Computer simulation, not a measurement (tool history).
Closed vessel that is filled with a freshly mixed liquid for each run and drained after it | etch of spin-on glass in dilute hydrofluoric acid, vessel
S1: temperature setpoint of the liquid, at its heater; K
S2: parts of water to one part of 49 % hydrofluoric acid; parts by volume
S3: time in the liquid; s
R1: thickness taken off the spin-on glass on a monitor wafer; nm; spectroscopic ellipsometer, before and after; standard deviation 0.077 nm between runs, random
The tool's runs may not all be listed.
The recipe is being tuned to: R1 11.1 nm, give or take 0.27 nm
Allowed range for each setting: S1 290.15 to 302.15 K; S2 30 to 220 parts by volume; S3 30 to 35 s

Run 1, hour 0: S1 294.15 K, S2 125 parts by volume, S3 35 s. Result: R1 5.6924 nm.
Run 2, hour 6.7: S1 291.65 K, S2 125 parts by volume, S3 35 s. Result: R1 5.2071 nm.
Run 3, hour 7.6: S1 292.65 K, S2 120 parts by volume, S3 35 s. Result: R1 5.7116 nm.
Run 4, hour 13.9: S1 292.65 K, S2 120 parts by volume, S3 30 s. Result: R1 4.9381 nm.
Run 5, hour 15.1: S1 293.65 K, S2 115 parts by volume, S3 30 s. Result: R1 5.3659 nm.
Run 6, hour 21: S1 293.65 K, S2 115 parts by volume, S3 30 s. Result: R1 5.3103 nm.
Run 7, hour 22.2: S1 294.65 K, S2 105 parts by volume, S3 30 s. Result: R1 6.1087 nm.
Run 8, hour 23.6: S1 295.65 K, S2 100 parts by volume, S3 30 s. Result: R1 6.6611 nm.
Run 9, hour 24.9: S1 296.65 K, S2 95 parts by volume, S3 30 s. Result: R1 7.469 nm.
Run 10, hour 30.5: S1 297.15 K, S2 95 parts by volume, S3 30 s. Result: R1 7.5899 nm.
Run 11, hour 37.8: S1 297.65 K, S2 95 parts by volume, S3 30 s. Result: R1 7.8141 nm.
Run 12, hour 41.7: S1 298.15 K, S2 95 parts by volume, S3 30 s. Result: R1 7.9392 nm.

Below are 4 possible settings for the next run. Only one of them brings all results inside the allowed miss of their targets. Which is it?
Run A, hour 45.6: S1 301.15 K, S2 95 parts by volume, S3 35 s. Result: R1 ?.
Run B, hour 45.6: S1 298.15 K, S2 85 parts by volume, S3 35 s. Result: R1 ?.
Run C, hour 45.6: S1 299.65 K, S2 70 parts by volume, S3 30 s. Result: R1 ?.
Run D, hour 45.6: S1 296.15 K, S2 75 parts by volume, S3 35 s. Result: R1 ?.

move      R1
   A  10.412
   B  10.489
   C   11.82
   D  11.109
A: closer than the last run, but not yet in spec
B: closer than the last run, but not yet in spec
C: carries the result that was furthest off beyond its target, to the other side
D: every result lands within tolerance
So the answer is move D, the one that meets all the targets.
